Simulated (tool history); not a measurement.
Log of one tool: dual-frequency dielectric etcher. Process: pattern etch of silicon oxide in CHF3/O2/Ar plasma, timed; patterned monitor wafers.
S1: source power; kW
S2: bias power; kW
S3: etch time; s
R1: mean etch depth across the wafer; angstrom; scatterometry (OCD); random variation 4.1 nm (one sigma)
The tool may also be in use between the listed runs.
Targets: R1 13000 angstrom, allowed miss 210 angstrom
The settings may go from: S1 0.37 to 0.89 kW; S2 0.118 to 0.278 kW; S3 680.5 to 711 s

{"run": 1, "hour": 0.0, "S1": 0.63, "S2": 0.198, "S3": 680.5, "R1": 14193}
{"run": 2, "hour": 8.5, "S1": 0.58, "S2": 0.198, "S3": 680.5, "R1": 13740}
{"run": 3, "hour": 13.7, "S1": 0.58, "S2": 0.219, "S3": 680.5, "R1": 14283}
{"run": 4, "hour": 17.7, "S1": 0.58, "S2": 0.219, "S3": 680.5, "R1": 14290}
{"run": 5, "hour": 23.8, "S1": 0.55, "S2": 0.218, "S3": 680.5, "R1": 13931}
{"run": 6, "hour": 25.5, "S1": 0.65, "S2": 0.218, "S3": 680.5, "R1": 14988}
{"run": 7, "hour": 27.9, "S1": 0.61, "S2": 0.217, "S3": 680.5, "R1": 14467}
{"run": 8, "hour": 31.2, "S1": 0.58, "S2": 0.216, "S3": 680.5, "R1": 14244}
{"run": 9, "hour": 36.8, "S1": 0.55, "S2": 0.215, "S3": 680.5, "R1": 13853}
{"run": 10, "hour": 44.3, "S1": 0.53, "S2": 0.214, "S3": 680.5, "R1": 13641}
{"run": 11, "hour": 47.8, "S1": 0.52, "S2": 0.214, "S3": 680.5, "R1": 13509}
{"run": 12, "hour": 55.7, "S1": 0.51, "S2": 0.214, "S3": 680.5, "R1": 13394}
{"run": 13, "hour": 60.5, "S1": 0.5, "S2": 0.214, "S3": 680.5, "R1": 13295}
{"hour": 65.2, "done": "wet clean of the chamber"}
{"run": 14, "hour": 65.2, "S1": 0.49, "S2": 0.214, "S3": 680.5, "R1": 13776}
{"run": 15, "hour": 72.2, "S1": 0.47, "S2": 0.21, "S3": 680.5, "R1": 13426}
{"run": 16, "hour": 79.8, "S1": 0.42, "S2": 0.208, "S3": 680.5, "R1": 12649}

Which of these 4 next moves meets every target?
{"run": "A", "hour": 87.4, "S1": 0.43, "S2": 0.209, "S3": 710, "R1": "?"}
{"run": "B", "hour": 87.4, "S1": 0.44, "S2": 0.216, "S3": 701, "R1": "?"}
{"run": "C", "hour": 87.4, "S1": 0.49, "S2": 0.197, "S3": 689.5, "R1": "?"}
{"run": "D", "hour": 87.4, "S1": 0.51, "S2": 0.169, "S3": 701.5, "R1": "?"}

move=A R1=13445
move=B R1=13604
move=C R1=13489
move=D R1=13082
A: takes the result that was furthest off past its target
B: takes the result that was furthest off past its target
C: takes the result that was furthest off past its target
D: meets every target
The right move is D.
